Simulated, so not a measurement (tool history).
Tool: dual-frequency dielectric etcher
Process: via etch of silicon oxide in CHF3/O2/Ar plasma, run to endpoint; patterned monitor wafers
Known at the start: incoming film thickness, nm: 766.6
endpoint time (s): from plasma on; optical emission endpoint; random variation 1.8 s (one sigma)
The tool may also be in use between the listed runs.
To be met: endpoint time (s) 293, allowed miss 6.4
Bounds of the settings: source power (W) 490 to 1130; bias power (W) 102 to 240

run,hour,source power (W),bias power (W),endpoint time (s)
1,0,810,171,350.13
2,5.9,890,178,330.04
3,6.8,950,178,318.04
4,13.1,990,180,309.87
5,19.6,990,194,307.65
6,23.3,990,163,317.64
7,26.3,1030,165,313.04
8,34.8,1060,168,305.66
9,40.7,1080,170,303.16

Which of these 5 next moves meets every target?
A,46.6,1130,204,?
B,46.6,1130,172,?
C,46.6,1080,159,?
D,46.6,1010,169,?
E,46.6,1040,172,?

move,endpoint time (s)
A,279.79
B,292.5
C,305.05
D,310.74
E,304.82
A: takes the result that was furthest off past its target
B: meets every target
C: further off than the last run
D: further off than the last run
E: further off than the last run
Move B is the one to make.

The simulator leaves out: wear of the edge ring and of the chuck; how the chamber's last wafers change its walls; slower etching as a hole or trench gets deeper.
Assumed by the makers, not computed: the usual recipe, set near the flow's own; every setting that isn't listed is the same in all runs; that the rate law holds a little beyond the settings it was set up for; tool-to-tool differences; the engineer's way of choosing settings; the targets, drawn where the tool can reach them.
